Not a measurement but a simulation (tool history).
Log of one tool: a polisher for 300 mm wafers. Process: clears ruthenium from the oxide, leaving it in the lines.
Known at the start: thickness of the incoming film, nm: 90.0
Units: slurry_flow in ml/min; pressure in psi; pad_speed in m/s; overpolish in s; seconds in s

run,hour,slurry_flow,pressure,pad_speed,overpolish,seconds
1,0.0,310,2.3,1.10,13,57.397
2,1.9,310,2.0,1.06,13,68.247
3,3.2,380,2.0,1.06,13,65.310
4,9.3,375,1.8,1.02,13,75.233
5,14.8,375,1.8,1.02,13,73.962
6,19.0,370,1.6,0.98,13,89.441
7,23.6,360,1.5,0.98,13,94.967

Forecast run 8:
8,30.0,350,1.4,0.98,13,?

{"run 8": {"seconds": 98.955}}

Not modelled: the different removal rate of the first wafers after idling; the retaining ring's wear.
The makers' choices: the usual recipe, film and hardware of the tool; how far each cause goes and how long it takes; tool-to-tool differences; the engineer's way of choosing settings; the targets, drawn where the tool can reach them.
